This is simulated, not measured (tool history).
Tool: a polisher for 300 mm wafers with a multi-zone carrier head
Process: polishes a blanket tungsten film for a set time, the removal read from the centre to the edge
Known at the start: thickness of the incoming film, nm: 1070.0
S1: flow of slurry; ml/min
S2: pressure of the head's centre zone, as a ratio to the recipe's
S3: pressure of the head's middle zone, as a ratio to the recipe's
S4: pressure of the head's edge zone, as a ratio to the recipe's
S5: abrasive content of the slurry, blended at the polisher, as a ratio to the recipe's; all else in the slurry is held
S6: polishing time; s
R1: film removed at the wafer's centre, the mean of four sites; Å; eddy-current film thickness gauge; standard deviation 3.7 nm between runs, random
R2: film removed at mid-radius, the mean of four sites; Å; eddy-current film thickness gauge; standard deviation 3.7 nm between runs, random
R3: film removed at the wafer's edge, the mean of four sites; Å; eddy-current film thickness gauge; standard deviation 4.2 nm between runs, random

| run | day | S1 | S2 | S3 | S4 | S5 | S6 | R1 | R2 | R3 |
|---|---|---|---|---|---|---|---|---|---|---|
| 1 | 0 | 230 | 1 | 1 | 1 | 1 | 31 | 1977.7 | 2056.8 | 2011.2 |
| 2 | 0.371 | 230 | 1.01 | 1.01 | 1.02 | 1.1 | 32 | 2071.5 | 2165.7 | 2130.7 |
| 3 | 0.562 | 230 | 1.02 | 1.02 | 1.03 | 1.15 | 33 | 2194 | 2295.1 | 2224.3 |
| 4 | 0.862 | 230 | 0.96 | 1.02 | 1.03 | 1.15 | 33 | 2119.7 | 2296.7 | 2251.8 |
| 5 | 0.992 | 230 | 0.96 | 1.02 | 1.03 | 1.15 | 39 | 2461.2 | 2641.5 | 2542.9 |
| 6 | 1.054 | 235 | 0.97 | 1.02 | 1.05 | 1.2 | 39 | 2536.6 | 2740 | 2695.1 |

What does the tool deliver on the next run?
| 7 | 1.283 | 240 | 0.98 | 1.02 | 1.05 | 1.2 | 39 | ? | ? | ? |

R1: 2551.2 Å
R2: 2741 Å
R3: 2728.2 Å
